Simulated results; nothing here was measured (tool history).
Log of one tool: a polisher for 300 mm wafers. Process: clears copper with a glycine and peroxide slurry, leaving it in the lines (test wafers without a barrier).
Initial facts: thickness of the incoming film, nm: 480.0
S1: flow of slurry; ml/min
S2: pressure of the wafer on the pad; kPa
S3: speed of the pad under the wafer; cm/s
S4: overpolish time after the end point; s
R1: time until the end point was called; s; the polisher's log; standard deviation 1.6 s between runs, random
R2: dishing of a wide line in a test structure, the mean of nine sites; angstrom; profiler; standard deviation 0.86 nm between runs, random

Run 1, day 0: S1 315 ml/min, S2 18.6 kPa, S3 96 cm/s, S4 11 s. Result: R1 107.28 s, R2 322.91 angstrom.
Run 2, day 0.358: S1 240 ml/min, S2 18.6 kPa, S3 96 cm/s, S4 11 s. Result: R1 112.88 s, R2 319.19 angstrom.
Run 3, day 0.5: S1 240 ml/min, S2 18.6 kPa, S3 118 cm/s, S4 11 s. Result: R1 99.716 s, R2 360.42 angstrom.
Run 4, day 0.725: S1 240 ml/min, S2 21.4 kPa, S3 118 cm/s, S4 11 s. Result: R1 85.544 s, R2 392.8 angstrom.
Run 5, day 0.833: S1 240 ml/min, S2 24.1 kPa, S3 118 cm/s, S4 11 s. Result: R1 82.056 s, R2 439.36 angstrom.
Run 6, day 1.183: S1 240 ml/min, S2 24.1 kPa, S3 98 cm/s, S4 11 s. Result: R1 90.493 s, R2 389.29 angstrom.
Run 7, day 1.521: S1 235 ml/min, S2 24.1 kPa, S3 98 cm/s, S4 12 s. Result: R1 93.938 s, R2 409.66 angstrom.
Run 8, day 1.588: S1 235 ml/min, S2 24.1 kPa, S3 98 cm/s, S4 12 s. Result: R1 96.765 s, R2 408.88 angstrom.
Run 9, day 1.75: S1 240 ml/min, S2 25.5 kPa, S3 98 cm/s, S4 13 s. Result: R1 88.779 s, R2 448.1 angstrom.

Run 10, settings as shown, results not yet in. Your forecast:
Run 10, day 1.912: S1 235 ml/min, S2 25.5 kPa, S3 98 cm/s, S4 14 s. Result: R1 ?, R2 ?.

{"run 10": {"R1": 90.719, "R2": 486.73}}

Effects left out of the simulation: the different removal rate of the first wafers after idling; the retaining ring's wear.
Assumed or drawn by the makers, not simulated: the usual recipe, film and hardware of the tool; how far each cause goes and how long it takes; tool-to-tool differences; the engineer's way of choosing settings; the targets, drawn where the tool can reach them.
